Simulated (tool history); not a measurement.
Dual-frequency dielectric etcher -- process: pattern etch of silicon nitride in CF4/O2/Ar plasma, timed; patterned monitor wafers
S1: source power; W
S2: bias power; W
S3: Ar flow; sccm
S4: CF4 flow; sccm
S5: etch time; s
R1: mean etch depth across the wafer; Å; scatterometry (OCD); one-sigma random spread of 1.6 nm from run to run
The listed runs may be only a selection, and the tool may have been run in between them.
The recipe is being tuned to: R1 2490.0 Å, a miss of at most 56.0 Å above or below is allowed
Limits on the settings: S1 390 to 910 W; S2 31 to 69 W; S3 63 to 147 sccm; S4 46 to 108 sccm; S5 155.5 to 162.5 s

Run 1, day 0.000: S1 650 W, S2 50 W, S3 105 sccm, S4 77 sccm, S5 155.5 s. Result: R1 3590.2 Å.
Run 2, day 0.242: S1 620 W, S2 50 W, S3 105 sccm, S4 77 sccm, S5 155.5 s. Result: R1 3418.9 Å.
Run 3, day 0.292: S1 620 W, S2 50 W, S3 89 sccm, S4 77 sccm, S5 155.5 s. Result: R1 3470.4 Å.
Run 4, day 0.317: S1 620 W, S2 46 W, S3 89 sccm, S4 77 sccm, S5 155.5 s. Result: R1 3344.5 Å.
Run 5, day 0.571: S1 620 W, S2 50 W, S3 89 sccm, S4 77 sccm, S5 155.5 s. Result: R1 3432.7 Å.
Run 6, day 0.692: S1 620 W, S2 50 W, S3 89 sccm, S4 77 sccm, S5 162.5 s. Result: R1 3651.8 Å.
Run 7, day 0.750: S1 590 W, S2 49 W, S3 89 sccm, S4 77 sccm, S5 162.5 s. Result: R1 3437.3 Å.
Run 8, day 1.067: S1 570 W, S2 49 W, S3 89 sccm, S4 77 sccm, S5 162.5 s. Result: R1 3333.5 Å.
Run 9, day 1.433: S1 550 W, S2 49 W, S3 89 sccm, S4 77 sccm, S5 162.5 s. Result: R1 3214.6 Å.
At day 1.612: wet clean of the chamber.
Run 10, day 1.612: S1 530 W, S2 49 W, S3 89 sccm, S4 77 sccm, S5 162.5 s. Result: R1 3176.6 Å.
Run 11, day 1.938: S1 510 W, S2 48 W, S3 89 sccm, S4 77 sccm, S5 162.5 s. Result: R1 3073.0 Å.
Run 12, day 2.258: S1 500 W, S2 47 W, S3 89 sccm, S4 77 sccm, S5 162.5 s. Result: R1 2977.0 Å.
Run 13, day 2.504: S1 490 W, S2 47 W, S3 89 sccm, S4 77 sccm, S5 162.5 s. Result: R1 2888.4 Å.

Which one of the following 4 next-run settings gets every result inside its allowed miss? There is exactly one.
Run A, day 2.750: S1 540 W, S2 48 W, S3 71 sccm, S4 94 sccm, S5 162.5 s. Result: R1 ?.
Run B, day 2.750: S1 500 W, S2 51 W, S3 66 sccm, S4 76 sccm, S5 162.5 s. Result: R1 ?.
Run C, day 2.750: S1 460 W, S2 44 W, S3 96 sccm, S4 72 sccm, S5 155.5 s. Result: R1 ?.
Run D, day 2.750: S1 540 W, S2 52 W, S3 92 sccm, S4 57 sccm, S5 162.5 s. Result: R1 ?.

move      R1
   A  3450.3
   B  3196.9
   C  2499.8
   D  3133.9
A: moves away from the targets compared with the last run
B: moves away from the targets compared with the last run
C: every result within its allowed miss
D: moves away from the targets compared with the last run
Go with C: it meets all targets.
